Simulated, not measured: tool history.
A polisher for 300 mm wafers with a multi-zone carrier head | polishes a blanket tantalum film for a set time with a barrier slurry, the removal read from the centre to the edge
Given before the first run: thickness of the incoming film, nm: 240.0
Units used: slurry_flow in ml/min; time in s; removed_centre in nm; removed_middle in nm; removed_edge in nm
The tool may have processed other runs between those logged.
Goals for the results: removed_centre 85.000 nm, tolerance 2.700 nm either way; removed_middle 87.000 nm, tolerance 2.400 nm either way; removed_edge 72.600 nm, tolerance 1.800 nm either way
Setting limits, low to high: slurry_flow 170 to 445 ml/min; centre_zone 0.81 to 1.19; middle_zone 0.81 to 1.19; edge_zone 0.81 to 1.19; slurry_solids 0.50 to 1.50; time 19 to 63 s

{"run": 1, "hour": 0.0, "slurry_flow": 285, "centre_zone": 1.0, "middle_zone": 1.0, "edge_zone": 1.0, "slurry_solids": 1.0, "time": 41, "removed_centre": 87.139, "removed_middle": 82.39, "removed_edge": 83.362}
{"run": 2, "hour": 6.9, "slurry_flow": 285, "centre_zone": 0.93, "middle_zone": 1.0, "edge_zone": 1.0, "slurry_solids": 1.0, "time": 41, "removed_centre": 81.642, "removed_middle": 81.827, "removed_edge": 82.603}
{"run": 3, "hour": 10.0, "slurry_flow": 285, "centre_zone": 0.93, "middle_zone": 1.03, "edge_zone": 1.0, "slurry_solids": 1.0, "time": 41, "removed_centre": 79.466, "removed_middle": 84.472, "removed_edge": 82.212}
{"run": 4, "hour": 16.6, "slurry_flow": 290, "centre_zone": 0.96, "middle_zone": 1.04, "edge_zone": 0.96, "slurry_solids": 0.95, "time": 41, "removed_centre": 81.591, "removed_middle": 83.013, "removed_edge": 79.719}
{"hour": 20.8, "done": "centre zone pressure recalibrated"}
{"run": 5, "hour": 20.8, "slurry_flow": 295, "centre_zone": 0.98, "middle_zone": 1.06, "edge_zone": 0.93, "slurry_solids": 0.95, "time": 41, "removed_centre": 78.115, "removed_middle": 84.088, "removed_edge": 77.96}
{"run": 6, "hour": 22.4, "slurry_flow": 235, "centre_zone": 0.98, "middle_zone": 1.06, "edge_zone": 0.93, "slurry_solids": 0.95, "time": 41, "removed_centre": 76.532, "removed_middle": 82.727, "removed_edge": 77.706}
{"run": 7, "hour": 25.4, "slurry_flow": 270, "centre_zone": 1.01, "middle_zone": 1.07, "edge_zone": 0.91, "slurry_solids": 0.95, "time": 41, "removed_centre": 79.68, "removed_middle": 86.268, "removed_edge": 77.051}
{"run": 8, "hour": 26.1, "slurry_flow": 285, "centre_zone": 1.03, "middle_zone": 1.07, "edge_zone": 0.89, "slurry_solids": 0.95, "time": 41, "removed_centre": 83.769, "removed_middle": 85.598, "removed_edge": 75.366}
{"run": 9, "hour": 31.3, "slurry_flow": 290, "centre_zone": 1.03, "middle_zone": 1.07, "edge_zone": 0.88, "slurry_solids": 0.95, "time": 41, "removed_centre": 83.043, "removed_middle": 85.866, "removed_edge": 76.479}

5 candidate next runs follow, results not yet known. Just one meets every target within its allowed miss. Identify it.
{"run": "A", "hour": 36.5, "slurry_flow": 340, "centre_zone": 1.08, "middle_zone": 1.1, "edge_zone": 0.81, "slurry_solids": 0.7, "time": 46, "removed_centre": "?", "removed_middle": "?", "removed_edge": "?"}
{"run": "B", "hour": 36.5, "slurry_flow": 335, "centre_zone": 1.02, "middle_zone": 1.19, "edge_zone": 0.85, "slurry_solids": 1.05, "time": 37, "removed_centre": "?", "removed_middle": "?", "removed_edge": "?"}
{"run": "C", "hour": 36.5, "slurry_flow": 215, "centre_zone": 0.94, "middle_zone": 1.03, "edge_zone": 0.9, "slurry_solids": 0.9, "time": 45, "removed_centre": "?", "removed_middle": "?", "removed_edge": "?"}
{"run": "D", "hour": 36.5, "slurry_flow": 325, "centre_zone": 0.97, "middle_zone": 1.01, "edge_zone": 0.91, "slurry_solids": 0.75, "time": 47, "removed_centre": "?", "removed_middle": "?", "removed_edge": "?"}
{"run": "E", "hour": 36.5, "slurry_flow": 305, "centre_zone": 1.04, "middle_zone": 1.13, "edge_zone": 0.87, "slurry_solids": 1.0, "time": 39, "removed_centre": "?", "removed_middle": "?", "removed_edge": "?"}

move=A removed_centre=85.191 removed_middle=87.853 removed_edge=72.761
move=B removed_centre=76.383 removed_middle=89.262 removed_edge=70.484
move=C removed_centre=77.785 removed_middle=87.686 removed_edge=81.259
move=D removed_centre=80.468 removed_middle=86.111 removed_edge=80.926
move=E removed_centre=80.124 removed_middle=87.902 removed_edge=73.530
A: in spec on every target
B: takes the biggest miss from the last run beyond its target
C: moves away from the targets compared with the last run
D: moves away from the targets compared with the last run
E: gets the furthest-off result to its target, but another result is out of tolerance
Correct choice: A, which meets every target
